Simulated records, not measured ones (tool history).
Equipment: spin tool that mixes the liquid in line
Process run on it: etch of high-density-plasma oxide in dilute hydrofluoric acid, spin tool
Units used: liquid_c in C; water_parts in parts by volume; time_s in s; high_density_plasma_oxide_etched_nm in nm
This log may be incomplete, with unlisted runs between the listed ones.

| run | hour | liquid_c | water_parts | time_s | high_density_plasma_oxide_etched_nm |
|---|---|---|---|---|---|
| 1 | 0 | 23 | 160 | 265 | 8.9248 |
| 2 | 1.9 | 22.5 | 160 | 265 | 8.7527 |
| 3 | 10.6 | 22.5 | 160 | 285 | 9.443 |
| 4 | 18.2 | 22.5 | 140 | 285 | 10.928 |
| 5 | 23.4 | 22.5 | 140 | 265 | 10.271 |
| 6 | 27.1 | 22.5 | 140 | 265 | 10.313 |

For run 7, what comes out?
| 7 | 29.4 | 21.5 | 145 | 265 | ? |

Run 7 gave high_density_plasma_oxide_etched_nm 9.5 nm.

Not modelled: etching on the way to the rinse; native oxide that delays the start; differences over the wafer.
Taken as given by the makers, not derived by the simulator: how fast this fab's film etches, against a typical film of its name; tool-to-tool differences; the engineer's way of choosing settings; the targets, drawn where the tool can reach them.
